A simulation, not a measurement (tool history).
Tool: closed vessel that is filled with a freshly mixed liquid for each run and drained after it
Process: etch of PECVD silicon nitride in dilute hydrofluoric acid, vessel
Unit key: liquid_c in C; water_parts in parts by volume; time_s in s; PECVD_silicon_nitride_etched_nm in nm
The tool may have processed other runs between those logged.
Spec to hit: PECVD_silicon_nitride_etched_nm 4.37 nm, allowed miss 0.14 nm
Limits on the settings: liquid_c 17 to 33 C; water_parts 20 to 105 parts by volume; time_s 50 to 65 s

run,day,liquid_c,water_parts,time_s,PECVD_silicon_nitride_etched_nm
1,0,25,55,65,2.3876
2,0.2,27.5,55,65,2.8188
3,0.283,27.5,75,65,2.1035
4,0.625,29.5,65,65,2.7212
5,0.933,29.5,65,65,2.7457
6,1.183,29.5,65,65,2.7552
7,1.396,30.5,60,65,3.1571
8,1.679,31.5,55,65,3.6819
9,1.917,32,55,65,3.8339
10,2.121,32.5,55,65,3.9624
11,2.158,33,55,65,4.0327

Of the 5 settings listed for the next run, only one would bring every result within its allowed miss of target. Which one?
A,2.196,33,35,50,?
B,2.196,32.5,55,60,?
C,2.196,31,35,55,?
D,2.196,33,50,65,?
E,2.196,30,30,50,?

move,PECVD_silicon_nitride_etched_nm
A,4.8387
B,3.5953
C,4.6817
D,4.42
E,4.6367
A: pushes the last run's worst result past its target
B: further off than the last run
C: pushes the last run's worst result past its target
D: meets every target
E: pushes the last run's worst result past its target
Go with D: it meets all targets.

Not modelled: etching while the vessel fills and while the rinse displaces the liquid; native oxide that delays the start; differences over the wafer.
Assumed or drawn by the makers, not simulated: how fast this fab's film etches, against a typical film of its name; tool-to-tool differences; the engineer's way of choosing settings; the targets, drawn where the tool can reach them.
